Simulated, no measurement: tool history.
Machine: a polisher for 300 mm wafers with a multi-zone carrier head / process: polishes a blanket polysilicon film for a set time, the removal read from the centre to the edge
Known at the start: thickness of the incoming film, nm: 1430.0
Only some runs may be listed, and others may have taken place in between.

| run | hour | flow of slurry (ml/min) | pressure of the head's centre zone | pressure of the head's middle zone | pressure of the head's edge zone | polishing time (s) | film removed at the wafer's centre (angstrom) | film removed at mid-radius (angstrom) | film removed at the wafer's edge (angstrom) |
|---|---|---|---|---|---|---|---|---|---|
| 1 | 0.0 | 295 | 1.00 | 1.00 | 1.00 | 61 | 4948.2 | 4881.8 | 5079.4 |
| 2 | 1.2 | 230 | 1.00 | 1.00 | 1.00 | 61 | 4812.5 | 4821.8 | 4902.8 |
| 3 | 8.8 | 305 | 1.00 | 1.00 | 1.00 | 61 | 4980.9 | 4910.7 | 4984.0 |
| 4 | 11.7 | 305 | 1.00 | 0.93 | 1.00 | 61 | 4938.9 | 4720.7 | 4961.6 |
| 5 | 13.5 | 305 | 1.00 | 0.93 | 1.00 | 50 | 4078.1 | 3809.8 | 4188.4 |
| 6 | 20.5 | 305 | 1.00 | 0.93 | 1.00 | 58 | 4688.1 | 4493.4 | 4852.6 |
| 7 | 21.9 | 290 | 0.96 | 0.97 | 0.96 | 54 | 4218.7 | 4238.4 | 4373.3 |
| 8 | 27.0 | 275 | 0.93 | 1.00 | 0.93 | 51 | 3796.6 | 4161.2 | 4030.8 |
| 9 | 28.5 | 270 | 0.92 | 1.00 | 0.91 | 49 | 3615.0 | 4002.4 | 3863.0 |
| 10 | 36.8 | 265 | 0.91 | 1.01 | 0.89 | 47 | 3419.0 | 3860.9 | 3612.5 |
| 11 | 37.9 | 260 | 0.90 | 1.01 | 0.87 | 46 | 3299.4 | 3692.2 | 3465.2 |
| 12 | 42.5 | 235 | 0.81 | 1.07 | 0.81 | 42 | 2645.3 | 3507.9 | 3050.0 |
| 13 | 46.5 | 245 | 0.82 | 1.07 | 0.81 | 42 | 2758.5 | 3578.1 | 3006.2 |

What will run 14 give?
| 14 | 49.7 | 245 | 0.82 | 1.06 | 0.81 | 42 | ? | ? | ? |

film removed at the wafer's centre (angstrom): 2709.2
film removed at mid-radius (angstrom): 3512.7
film removed at the wafer's edge (angstrom): 3085.8
